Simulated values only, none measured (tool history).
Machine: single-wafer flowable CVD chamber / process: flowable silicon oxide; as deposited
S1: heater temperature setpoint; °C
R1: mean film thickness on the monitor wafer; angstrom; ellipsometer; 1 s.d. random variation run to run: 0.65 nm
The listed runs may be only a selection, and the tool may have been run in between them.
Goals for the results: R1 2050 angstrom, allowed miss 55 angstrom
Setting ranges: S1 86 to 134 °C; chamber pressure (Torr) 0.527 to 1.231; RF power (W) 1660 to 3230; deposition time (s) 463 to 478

Run 1, hour 0: S1 110 °C, chamber pressure (Torr) 0.879, RF power (W) 2445, deposition time (s) 463. Result: R1 2401.6 angstrom.
Run 2, hour 1.6: S1 111 °C, chamber pressure (Torr) 0.879, RF power (W) 2445, deposition time (s) 463. Result: R1 2312.6 angstrom.
Run 3, hour 6.9: S1 112 °C, chamber pressure (Torr) 0.879, RF power (W) 2445, deposition time (s) 463. Result: R1 2229.9 angstrom.
Run 4, hour 13.6: S1 113 °C, chamber pressure (Torr) 0.879, RF power (W) 2445, deposition time (s) 463. Result: R1 2159 angstrom.
Run 5, hour 14.6: S1 103 °C, chamber pressure (Torr) 0.879, RF power (W) 2445, deposition time (s) 463. Result: R1 3108.4 angstrom.
Run 6, hour 17.3: S1 94 °C, chamber pressure (Torr) 0.879, RF power (W) 2445, deposition time (s) 463. Result: R1 4377.8 angstrom.
Run 7, hour 19.4: S1 99 °C, chamber pressure (Torr) 0.877, RF power (W) 2445, deposition time (s) 463. Result: R1 3590.9 angstrom.
Run 8, hour 27.3: S1 103 °C, chamber pressure (Torr) 0.876, RF power (W) 2445, deposition time (s) 463. Result: R1 3099 angstrom.
Run 9, hour 31.2: S1 106 °C, chamber pressure (Torr) 0.875, RF power (W) 2445, deposition time (s) 463. Result: R1 2766.9 angstrom.
Run 10, hour 35.9: S1 108 °C, chamber pressure (Torr) 0.874, RF power (W) 2445, deposition time (s) 463. Result: R1 2558.6 angstrom.
Run 11, hour 41.3: S1 110 °C, chamber pressure (Torr) 0.874, RF power (W) 2445, deposition time (s) 463. Result: R1 2382.9 angstrom.
Run 12, hour 46: S1 115 °C, chamber pressure (Torr) 0.872, RF power (W) 2445, deposition time (s) 463. Result: R1 1983.9 angstrom.
Run 13, hour 51.6: S1 115 °C, chamber pressure (Torr) 0.872, RF power (W) 2445, deposition time (s) 463. Result: R1 1993.5 angstrom.

Consider the 4 candidate settings below. Which is the only one whose results all fall within their allowed miss of target?
Run A, hour 57.2: S1 113 °C, chamber pressure (Torr) 0.9, RF power (W) 2415, deposition time (s) 469. Result: R1 ?.
Run B, hour 57.2: S1 107 °C, chamber pressure (Torr) 0.649, RF power (W) 2280, deposition time (s) 477. Result: R1 ?.
Run C, hour 57.2: S1 109 °C, chamber pressure (Torr) 0.784, RF power (W) 1845, deposition time (s) 471. Result: R1 ?.
Run D, hour 57.2: S1 113 °C, chamber pressure (Torr) 0.869, RF power (W) 2435, deposition time (s) 463. Result: R1 ?.

move      R1
   A    2226
   B  2072.7
   C  2173.9
   D  2131.2
A: carries the result that was furthest off beyond its target, to the other side
B: each result inside its tolerance
C: carries the result that was furthest off beyond its target, to the other side
D: carries the result that was furthest off beyond its target, to the other side
Correct choice: B, which meets every target

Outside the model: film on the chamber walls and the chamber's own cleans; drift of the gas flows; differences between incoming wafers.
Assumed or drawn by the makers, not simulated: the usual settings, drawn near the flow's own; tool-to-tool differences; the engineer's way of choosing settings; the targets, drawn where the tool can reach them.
